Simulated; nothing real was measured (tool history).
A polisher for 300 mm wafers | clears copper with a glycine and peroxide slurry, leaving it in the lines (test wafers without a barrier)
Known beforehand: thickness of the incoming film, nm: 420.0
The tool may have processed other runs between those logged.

run	day	flow of slurry (ml/min)	pressure of the wafer on the pad (kPa)	speed of the pad under the wafer (cm/s)	overpolish time after the end point (s)	time until the end point was called (s)	dishing of a wide line in a test structure (nm)
1	0	155	11.7	78	29	145.67	56.299
2	0.112	155	12.4	78	30	142.66	59.341
3	0.183	155	12.4	78	20	141.09	40.921
4	0.562	155	9.7	78	20	172.28	34.017
5	0.917	155	11	78	24	152.03	43.76
6	1.154	155	12.4	78	26	141.59	51.844
7	1.367	155	12.4	78	26	139.85	52.315

Run 8 comes next. What will it give?
8	1.575	155	13.1	78	28	?	?

time until the end point was called (s): 135.21
dishing of a wide line in a test structure (nm): 55.399
